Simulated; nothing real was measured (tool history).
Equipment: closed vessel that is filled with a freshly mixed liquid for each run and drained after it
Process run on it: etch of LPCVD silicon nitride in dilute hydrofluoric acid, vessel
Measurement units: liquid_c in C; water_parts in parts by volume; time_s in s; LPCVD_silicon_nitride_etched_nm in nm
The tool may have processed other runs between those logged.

run	hour	liquid_c	water_parts	time_s	LPCVD_silicon_nitride_etched_nm
1	0	20	75	915	4.4169
2	4.4	22.5	65	915	5.9863
3	12.5	22.5	80	915	4.8275
4	16.2	22.5	70	915	5.5407
5	25.1	24	70	915	6.2827
6	29.9	24	85	915	5.0723
7	31	25.5	75	915	6.3712
8	36.7	26.5	65	915	7.8488
9	44.8	27	60	915	8.6628
10	47.3	27.5	55	915	9.9796
11	54.6	28	55	915	10.198

Run 12 is up next; what results do you expect?
12	59	28	50	915	?

{"run 12": {"LPCVD_silicon_nitride_etched_nm": 11.165}}
